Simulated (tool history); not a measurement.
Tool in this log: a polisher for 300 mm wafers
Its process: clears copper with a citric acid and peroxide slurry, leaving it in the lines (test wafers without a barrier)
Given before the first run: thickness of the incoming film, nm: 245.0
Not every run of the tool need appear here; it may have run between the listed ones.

run  hour  flow of slurry (ml/min)  pressure of the wafer on the pad (kPa)  speed of the pad under the wafer (m/s)  abrasive content of the slurry  overpolish time after the end point (s)  time until the end point was called (s)  dishing of a wide line in a test structure (Å)
  1   0.0                      180                                    25.5                                    1.20                            1.00                                       10                                   67.766                                          249.89
  2   6.1                      210                                    25.5                                    1.20                            1.00                                       10                                   65.095                                          256.68
  3   7.3                      200                                    29.0                                    1.22                            1.00                                       11                                   57.250                                          309.09
  4  16.0                      165                                    29.0                                    1.22                            1.00                                       11                                   58.089                                          312.88
  5  20.1                      165                                    33.1                                    1.22                            1.00                                       11                                   54.061                                          340.06
  6  22.5                      165                                    33.1                                    1.22                            1.00                                        8                                   52.934                                          260.12
  7  30.8                      165                                    35.9                                    1.48                            1.05                                       13                                   39.446                                          492.03

Forecast run 8:
  8  32.2                      165                                    35.9                                    1.46                            1.05                                       14                                        ?                                               ?

Run 8 produced time until the end point was called (s) 40.332, dishing of a wide line in a test structure (Å) 499.48.

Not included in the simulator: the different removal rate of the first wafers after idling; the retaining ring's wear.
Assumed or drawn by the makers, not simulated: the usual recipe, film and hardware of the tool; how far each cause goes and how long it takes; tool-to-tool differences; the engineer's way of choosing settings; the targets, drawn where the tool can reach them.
